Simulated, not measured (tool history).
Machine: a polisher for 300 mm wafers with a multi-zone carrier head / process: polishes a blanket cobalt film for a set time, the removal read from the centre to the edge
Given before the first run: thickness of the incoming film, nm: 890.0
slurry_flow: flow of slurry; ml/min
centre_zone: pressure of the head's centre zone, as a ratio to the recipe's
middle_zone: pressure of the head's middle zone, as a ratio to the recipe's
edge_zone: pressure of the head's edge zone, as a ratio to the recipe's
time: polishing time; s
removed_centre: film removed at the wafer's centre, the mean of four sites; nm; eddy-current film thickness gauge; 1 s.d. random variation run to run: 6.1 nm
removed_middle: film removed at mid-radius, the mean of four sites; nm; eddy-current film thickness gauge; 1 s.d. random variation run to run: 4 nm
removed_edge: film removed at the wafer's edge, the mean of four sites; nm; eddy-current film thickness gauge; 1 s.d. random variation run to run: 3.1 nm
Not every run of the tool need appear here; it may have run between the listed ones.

{"run": 1, "hour": 0.0, "slurry_flow": 130, "centre_zone": 1.0, "middle_zone": 1.0, "edge_zone": 1.0, "time": 55, "removed_centre": 350.39, "removed_middle": 327.41, "removed_edge": 340.91}
{"run": 2, "hour": 4.7, "slurry_flow": 140, "centre_zone": 1.02, "middle_zone": 0.98, "edge_zone": 1.02, "time": 55, "removed_centre": 347.64, "removed_middle": 331.55, "removed_edge": 348.23}
{"run": 3, "hour": 9.0, "slurry_flow": 140, "centre_zone": 0.99, "middle_zone": 0.98, "edge_zone": 1.02, "time": 55, "removed_centre": 342.08, "removed_middle": 325.0, "removed_edge": 351.53}
{"run": 4, "hour": 10.6, "slurry_flow": 140, "centre_zone": 1.02, "middle_zone": 0.95, "edge_zone": 1.03, "time": 56, "removed_centre": 367.48, "removed_middle": 330.93, "removed_edge": 358.79}
{"run": 5, "hour": 12.1, "slurry_flow": 145, "centre_zone": 1.03, "middle_zone": 0.93, "edge_zone": 1.05, "time": 56, "removed_centre": 378.14, "removed_middle": 321.25, "removed_edge": 361.53}
{"run": 6, "hour": 18.3, "slurry_flow": 170, "centre_zone": 1.03, "middle_zone": 0.93, "edge_zone": 1.05, "time": 56, "removed_centre": 388.73, "removed_middle": 338.65, "removed_edge": 372.92}
{"run": 7, "hour": 26.2, "slurry_flow": 175, "centre_zone": 1.04, "middle_zone": 0.92, "edge_zone": 1.06, "time": 56, "removed_centre": 389.99, "removed_middle": 338.66, "removed_edge": 370.53}

Run 8, settings as shown, results not yet in. Your forecast:
{"run": 8, "hour": 33.9, "slurry_flow": 175, "centre_zone": 1.05, "middle_zone": 0.91, "edge_zone": 1.07, "time": 56, "removed_centre": "?", "removed_middle": "?", "removed_edge": "?"}

{"run 8": {"removed_centre": 391.62, "removed_middle": 333.92, "removed_edge": 374.54}}
